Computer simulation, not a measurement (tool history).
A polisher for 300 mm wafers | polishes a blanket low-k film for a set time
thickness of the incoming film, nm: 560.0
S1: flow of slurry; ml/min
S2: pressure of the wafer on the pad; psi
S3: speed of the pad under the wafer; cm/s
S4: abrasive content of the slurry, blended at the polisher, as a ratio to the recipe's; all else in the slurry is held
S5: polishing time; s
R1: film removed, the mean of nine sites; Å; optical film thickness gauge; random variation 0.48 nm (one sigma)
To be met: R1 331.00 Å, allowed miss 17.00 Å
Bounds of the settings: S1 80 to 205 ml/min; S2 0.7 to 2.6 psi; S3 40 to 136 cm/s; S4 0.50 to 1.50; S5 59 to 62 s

run	hour	S1	S2	S3	S4	S5	R1
1	0.0	135	1.6	88	1.00	59	196.82
2	6.8	135	1.8	90	1.00	59	226.03
3	8.1	135	1.8	78	1.00	59	208.99
4	14.5	135	2.0	80	1.00	59	231.62
5	23.1	135	2.2	82	1.00	59	256.74
6	30.7	135	2.2	90	1.00	59	269.66
7	31.8	135	2.3	90	1.00	59	275.32
8	35.6	135	2.4	92	1.00	59	301.25
9	43.5	135	2.5	92	1.00	59	303.83

5 next moves are on the table. One of them brings every result within its allowed miss. Which?
A	51.4	130	2.5	88	0.95	60	?
B	51.4	150	2.4	88	0.70	59	?
C	51.4	140	2.5	98	0.95	61	?
D	51.4	135	2.1	98	0.85	62	?
E	51.4	145	2.5	90	0.75	62	?

move	R1
A	291.17
B	246.16
C	321.67
D	263.86
E	279.76
A: further off than the last run
B: further off than the last run
C: meets every target
D: further off than the last run
E: further off than the last run
The right move is C.
